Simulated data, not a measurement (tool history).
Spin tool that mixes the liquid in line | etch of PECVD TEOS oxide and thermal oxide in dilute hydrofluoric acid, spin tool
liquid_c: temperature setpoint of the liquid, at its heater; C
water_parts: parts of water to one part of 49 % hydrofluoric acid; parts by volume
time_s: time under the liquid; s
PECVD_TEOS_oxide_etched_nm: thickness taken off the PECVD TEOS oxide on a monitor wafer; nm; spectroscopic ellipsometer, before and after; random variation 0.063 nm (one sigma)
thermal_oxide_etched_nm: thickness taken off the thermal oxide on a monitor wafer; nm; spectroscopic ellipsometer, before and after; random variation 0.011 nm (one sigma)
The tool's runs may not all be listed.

{"run": 1, "hour": 0.0, "liquid_c": 24.0, "water_parts": 45, "time_s": 30, "PECVD_TEOS_oxide_etched_nm": 14.852, "thermal_oxide_etched_nm": 3.0828}
{"run": 2, "hour": 2.2, "liquid_c": 24.0, "water_parts": 45, "time_s": 45, "PECVD_TEOS_oxide_etched_nm": 21.674, "thermal_oxide_etched_nm": 4.7384}
{"run": 3, "hour": 4.8, "liquid_c": 22.0, "water_parts": 55, "time_s": 40, "PECVD_TEOS_oxide_etched_nm": 14.496, "thermal_oxide_etched_nm": 3.1069}
{"run": 4, "hour": 10.0, "liquid_c": 22.0, "water_parts": 60, "time_s": 40, "PECVD_TEOS_oxide_etched_nm": 13.098, "thermal_oxide_etched_nm": 2.8164}
{"run": 5, "hour": 18.2, "liquid_c": 22.0, "water_parts": 45, "time_s": 40, "PECVD_TEOS_oxide_etched_nm": 17.931, "thermal_oxide_etched_nm": 3.8926}
{"run": 6, "hour": 21.0, "liquid_c": 20.5, "water_parts": 55, "time_s": 40, "PECVD_TEOS_oxide_etched_nm": 13.623, "thermal_oxide_etched_nm": 2.9334}
{"run": 7, "hour": 22.8, "liquid_c": 19.5, "water_parts": 60, "time_s": 40, "PECVD_TEOS_oxide_etched_nm": 11.989, "thermal_oxide_etched_nm": 2.5158}

The next listed run, before its measurement:
{"run": 8, "hour": 26.4, "liquid_c": 19.5, "water_parts": 75, "time_s": 30, "PECVD_TEOS_oxide_etched_nm": "?", "thermal_oxide_etched_nm": "?"}

{"run 8": {"PECVD_TEOS_oxide_etched_nm": 6.8928, "thermal_oxide_etched_nm": 1.5052}}

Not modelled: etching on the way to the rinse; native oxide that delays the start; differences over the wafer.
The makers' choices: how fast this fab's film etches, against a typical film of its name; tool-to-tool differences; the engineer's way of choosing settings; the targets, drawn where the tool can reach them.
